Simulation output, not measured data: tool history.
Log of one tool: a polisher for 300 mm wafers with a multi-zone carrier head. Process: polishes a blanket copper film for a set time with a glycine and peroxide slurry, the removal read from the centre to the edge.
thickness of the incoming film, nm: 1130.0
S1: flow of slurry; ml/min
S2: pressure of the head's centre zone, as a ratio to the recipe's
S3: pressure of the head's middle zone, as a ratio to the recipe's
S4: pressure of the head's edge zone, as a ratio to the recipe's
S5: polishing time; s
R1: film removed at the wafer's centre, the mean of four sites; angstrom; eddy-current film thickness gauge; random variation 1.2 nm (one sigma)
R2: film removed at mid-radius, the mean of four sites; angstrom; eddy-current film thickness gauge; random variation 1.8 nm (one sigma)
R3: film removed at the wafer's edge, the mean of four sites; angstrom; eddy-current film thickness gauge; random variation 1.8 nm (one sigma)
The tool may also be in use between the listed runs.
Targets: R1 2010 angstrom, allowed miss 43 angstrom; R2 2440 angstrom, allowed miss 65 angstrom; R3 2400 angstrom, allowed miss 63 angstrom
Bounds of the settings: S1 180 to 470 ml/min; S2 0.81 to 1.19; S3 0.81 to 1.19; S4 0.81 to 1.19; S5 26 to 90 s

run 1 hour=0 | S1=300 S2=1 S3=1 S4=1 S5=58 | R1=3327.3 R2=3254.8 R3=3323.8
run 2 hour=8.3 | S1=260 S2=1 S3=1 S4=1 S5=58 | R1=3260.9 R2=3233 R3=3288.2
run 3 hour=13.4 | S1=260 S2=1.04 S3=1 S4=1 S5=58 | R1=3392.3 R2=3294.7 R3=3306.6
run 4 hour=21.4 | S1=245 S2=0.99 S3=1.01 S4=0.99 S5=54 | R1=3007.1 R2=3057.1 R3=3021.2
run 5 hour=24.2 | S1=245 S2=0.99 S3=1.01 S4=1.03 S5=54 | R1=3003.7 R2=3049.8 R3=3113
run 6 hour=32.4 | S1=245 S2=0.99 S3=1.01 S4=0.99 S5=54 | R1=2991.2 R2=3027.1 R3=3047
run 7 hour=37.3 | S1=200 S2=0.89 S3=1 S4=0.89 S5=41 | R1=2019.6 R2=2252.4 R3=2177.6
run 8 hour=39.1 | S1=200 S2=0.89 S3=1 S4=0.89 S5=41 | R1=2022.5 R2=2269 R3=2183.6
run 9 hour=46.3 | S1=210 S2=0.88 S3=1.01 S4=0.92 S5=41 | R1=1998.4 R2=2289.7 R3=2204
run 10 hour=53.5 | S1=220 S2=0.88 S3=1.02 S4=0.95 S5=41 | R1=2006.9 R2=2287.3 R3=2234.9

4 next moves are on the table. One of them brings every result within its allowed miss. Which?
run A hour=60.7 | S1=225 S2=0.98 S3=1.05 S4=0.91 S5=37 | R1=? R2=? R3=?
run B hour=60.7 | S1=185 S2=0.9 S3=1.13 S4=1.12 S5=41 | R1=? R2=? R3=?
run C hour=60.7 | S1=265 S2=0.95 S3=1 S4=0.89 S5=38 | R1=? R2=? R3=?
run D hour=60.7 | S1=375 S2=0.97 S3=1.1 S4=0.99 S5=35 | R1=? R2=? R3=?

move=A R1=2034.7 R2=2133.7 R3=1993.7
move=B R1=2036.9 R2=2455.8 R3=2400.3
move=C R1=2051.1 R2=2142.9 R3=2047.3
move=D R1=1979.6 R2=2159.5 R3=2008.6
A: further off than the last run
B: meets every target
C: further off than the last run
D: further off than the last run
Answer: B
